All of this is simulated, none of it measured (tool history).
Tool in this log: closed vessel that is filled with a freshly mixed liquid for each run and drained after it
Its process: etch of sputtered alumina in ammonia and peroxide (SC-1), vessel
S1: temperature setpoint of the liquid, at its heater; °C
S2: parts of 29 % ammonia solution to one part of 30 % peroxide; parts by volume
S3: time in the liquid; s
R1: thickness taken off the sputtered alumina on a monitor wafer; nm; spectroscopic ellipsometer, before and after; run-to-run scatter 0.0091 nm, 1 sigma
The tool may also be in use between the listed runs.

{"run": 1, "hour": 0.0, "S1": 46.0, "S2": 0.8, "S3": 60, "R1": 3.2574}
{"run": 2, "hour": 2.9, "S1": 51.0, "S2": 0.8, "S3": 60, "R1": 4.2658}
{"run": 3, "hour": 6.9, "S1": 55.0, "S2": 0.8, "S3": 60, "R1": 5.3171}
{"run": 4, "hour": 13.7, "S1": 55.0, "S2": 0.8, "S3": 60, "R1": 5.3399}
{"run": 5, "hour": 19.2, "S1": 50.5, "S2": 0.8, "S3": 60, "R1": 4.1863}
{"run": 6, "hour": 21.9, "S1": 49.0, "S2": 0.7, "S3": 60, "R1": 3.7421}
{"run": 7, "hour": 29.0, "S1": 47.5, "S2": 0.65, "S3": 60, "R1": 3.452}
{"run": 8, "hour": 31.6, "S1": 46.0, "S2": 0.6, "S3": 60, "R1": 3.1857}
{"run": 9, "hour": 33.6, "S1": 46.0, "S2": 0.6, "S3": 60, "R1": 3.1596}
{"run": 10, "hour": 36.4, "S1": 38.0, "S2": 0.3, "S3": 45, "R1": 1.3877}

Run 11 has not been measured yet. What should we expect?
{"run": 11, "hour": 40.4, "S1": 38.5, "S2": 0.3, "S3": 45, "R1": "?"}

{"run 11": {"R1": 1.4374}}

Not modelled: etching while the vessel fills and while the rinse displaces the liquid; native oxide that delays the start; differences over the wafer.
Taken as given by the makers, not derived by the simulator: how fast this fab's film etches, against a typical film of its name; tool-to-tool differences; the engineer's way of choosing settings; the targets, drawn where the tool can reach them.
